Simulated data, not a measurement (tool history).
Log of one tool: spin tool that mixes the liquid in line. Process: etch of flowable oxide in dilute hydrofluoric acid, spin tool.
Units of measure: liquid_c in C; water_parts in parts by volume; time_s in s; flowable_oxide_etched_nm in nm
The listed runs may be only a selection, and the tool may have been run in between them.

{"run": 1, "hour": 0.0, "liquid_c": 21, "water_parts": 260, "time_s": 215, "flowable_oxide_etched_nm": 39.314}
{"run": 2, "hour": 8.4, "liquid_c": 21, "water_parts": 350, "time_s": 215, "flowable_oxide_etched_nm": 27.047}
{"run": 3, "hour": 14.5, "liquid_c": 21, "water_parts": 350, "time_s": 215, "flowable_oxide_etched_nm": 27.083}
{"run": 4, "hour": 21.3, "liquid_c": 21, "water_parts": 350, "time_s": 230, "flowable_oxide_etched_nm": 28.905}
{"hour": 24.7, "done": "thermometer replaced"}
{"run": 5, "hour": 24.7, "liquid_c": 20, "water_parts": 360, "time_s": 230, "flowable_oxide_etched_nm": 28.749}
{"run": 6, "hour": 32.4, "liquid_c": 18, "water_parts": 360, "time_s": 230, "flowable_oxide_etched_nm": 27.028}

The next listed run, before its measurement:
{"run": 7, "hour": 37.8, "liquid_c": 18, "water_parts": 370, "time_s": 230, "flowable_oxide_etched_nm": "?"}

Run 7 gave flowable_oxide_etched_nm 25.799 nm.
